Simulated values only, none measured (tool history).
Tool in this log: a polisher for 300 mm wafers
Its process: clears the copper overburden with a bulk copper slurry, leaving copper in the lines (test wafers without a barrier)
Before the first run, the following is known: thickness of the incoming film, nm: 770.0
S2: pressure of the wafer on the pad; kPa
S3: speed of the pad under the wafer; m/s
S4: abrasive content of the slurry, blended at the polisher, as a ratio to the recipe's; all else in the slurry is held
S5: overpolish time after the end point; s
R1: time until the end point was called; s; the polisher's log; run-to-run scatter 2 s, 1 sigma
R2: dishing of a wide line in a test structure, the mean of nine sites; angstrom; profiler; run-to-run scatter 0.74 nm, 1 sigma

Run 1, hour 0: flow of slurry (ml/min) 160, S2 15.9 kPa, S3 1.1 m/s, S4 1, S5 26 s. Result: R1 89.362 s, R2 884.26 angstrom.
Run 2, hour 2: flow of slurry (ml/min) 160, S2 13.8 kPa, S3 1.08 m/s, S4 1, S5 23 s. Result: R1 103.17 s, R2 746.35 angstrom.
Run 3, hour 9.5: flow of slurry (ml/min) 160, S2 11.7 kPa, S3 1.06 m/s, S4 1, S5 23 s. Result: R1 125.89 s, R2 669.38 angstrom.
Run 4, hour 11: flow of slurry (ml/min) 160, S2 11.7 kPa, S3 1.06 m/s, S4 1.1, S5 23 s. Result: R1 120.65 s, R2 679.4 angstrom.
Run 5, hour 12: flow of slurry (ml/min) 160, S2 11.7 kPa, S3 1.06 m/s, S4 1.1, S5 15 s. Result: R1 120.67 s, R2 513.05 angstrom.
Run 6, hour 13.5: flow of slurry (ml/min) 155, S2 11 kPa, S3 1.06 m/s, S4 1.05, S5 16 s. Result: R1 130.36 s, R2 511.07 angstrom.
Run 7, hour 19.4: flow of slurry (ml/min) 150, S2 10.3 kPa, S3 1.06 m/s, S4 1.05, S5 18 s. Result: R1 143.05 s, R2 527 angstrom.
Run 8, hour 23.5: flow of slurry (ml/min) 140, S2 10.3 kPa, S3 1.06 m/s, S4 1.05, S5 19 s. Result: R1 141.77 s, R2 533.92 angstrom.
Run 9, hour 28.3: flow of slurry (ml/min) 135, S2 9.7 kPa, S3 1.06 m/s, S4 1.05, S5 20 s. Result: R1 154.63 s, R2 514.09 angstrom.
At hour 34.1: slurry nozzle cleaned.
Run 10, hour 34.1: flow of slurry (ml/min) 130, S2 9.7 kPa, S3 1.06 m/s, S4 1.05, S5 21 s. Result: R1 148 s, R2 563.62 angstrom.

What does the tool deliver on the next run?
Run 11, hour 41.7: flow of slurry (ml/min) 130, S2 9 kPa, S3 1.06 m/s, S4 1.05, S5 21 s. Result: R1 ?, R2 ?.

R1: 158.96 s
R2: 522.21 angstrom
